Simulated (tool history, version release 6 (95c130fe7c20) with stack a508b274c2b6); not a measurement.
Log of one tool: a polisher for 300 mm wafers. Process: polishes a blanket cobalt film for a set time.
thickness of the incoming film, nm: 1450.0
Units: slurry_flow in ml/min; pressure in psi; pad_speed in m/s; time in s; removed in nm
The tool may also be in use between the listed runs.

run	day	slurry_flow	pressure	pad_speed	time	removed
1	0.000	230	2.3	0.96	41	227.90
2	0.350	220	2.2	0.96	41	216.96
3	0.462	220	2.0	0.96	41	198.86
4	0.758	220	2.0	0.78	41	164.02
5	1.025	170	2.0	0.78	41	160.29
6	1.204	185	2.1	0.78	41	169.72

The next listed run, before its measurement:
7	1.404	190	2.1	0.78	41	?

{"run 7": {"removed": 166.84}}

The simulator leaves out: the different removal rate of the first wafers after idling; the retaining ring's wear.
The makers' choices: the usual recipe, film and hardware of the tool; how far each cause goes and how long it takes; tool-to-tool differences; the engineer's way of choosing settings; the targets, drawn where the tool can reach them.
